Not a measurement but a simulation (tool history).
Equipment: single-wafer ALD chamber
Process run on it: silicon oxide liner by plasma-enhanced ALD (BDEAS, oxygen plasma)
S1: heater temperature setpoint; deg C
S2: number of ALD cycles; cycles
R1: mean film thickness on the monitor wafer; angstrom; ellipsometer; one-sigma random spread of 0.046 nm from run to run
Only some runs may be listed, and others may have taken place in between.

run	hour	S1	S2	R1
1	0	320	67	66.663
2	8.9	320	70	68.511
3	10	319	73	72.325
4	12	312	73	72.455
5	15.1	312	82	82.185
6	18.1	303	82	82.592
7	22.3	303	80	81.636
8	30.2	304	79	79.785
9	33.2	304	79	78.992

Run 10 has not been measured yet. What should we expect?
# hour 38.9: thermocouple changed; heater temperature recalibrated
10	38.9	304	78	?

R1: 79.751 angstrom

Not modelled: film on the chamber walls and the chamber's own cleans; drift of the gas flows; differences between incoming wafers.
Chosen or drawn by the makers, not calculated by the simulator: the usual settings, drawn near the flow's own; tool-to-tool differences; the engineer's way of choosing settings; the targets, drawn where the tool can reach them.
